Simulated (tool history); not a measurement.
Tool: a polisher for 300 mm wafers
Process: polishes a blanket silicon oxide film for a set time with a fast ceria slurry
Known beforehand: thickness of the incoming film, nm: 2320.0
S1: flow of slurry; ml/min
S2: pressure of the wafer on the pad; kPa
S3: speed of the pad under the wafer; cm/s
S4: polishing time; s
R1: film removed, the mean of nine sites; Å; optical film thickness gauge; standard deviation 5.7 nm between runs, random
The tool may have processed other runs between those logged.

Run 1, hour 0.0: S1 185 ml/min, S2 22.1 kPa, S3 116 cm/s, S4 28 s. Result: R1 6604.7 Å.
Run 2, hour 1.2: S1 210 ml/min, S2 22.1 kPa, S3 116 cm/s, S4 28 s. Result: R1 6577.3 Å.
Run 3, hour 7.3: S1 210 ml/min, S2 20.0 kPa, S3 114 cm/s, S4 28 s. Result: R1 5852.6 Å.
Run 4, hour 9.1: S1 245 ml/min, S2 20.0 kPa, S3 114 cm/s, S4 28 s. Result: R1 6095.3 Å.
Run 5, hour 16.6: S1 245 ml/min, S2 18.6 kPa, S3 114 cm/s, S4 28 s. Result: R1 5597.0 Å.
Run 6, hour 21.6: S1 245 ml/min, S2 18.6 kPa, S3 100 cm/s, S4 28 s. Result: R1 4918.0 Å.
Run 7, hour 29.8: S1 245 ml/min, S2 17.9 kPa, S3 100 cm/s, S4 28 s. Result: R1 4663.6 Å.
Run 8, hour 30.5: S1 245 ml/min, S2 17.2 kPa, S3 100 cm/s, S4 28 s. Result: R1 4548.2 Å.

What will run 9 give?
Run 9, hour 32.0: S1 245 ml/min, S2 17.2 kPa, S3 100 cm/s, S4 28 s. Result: R1 ?.

{"run 9": {"R1": 4559.0}}
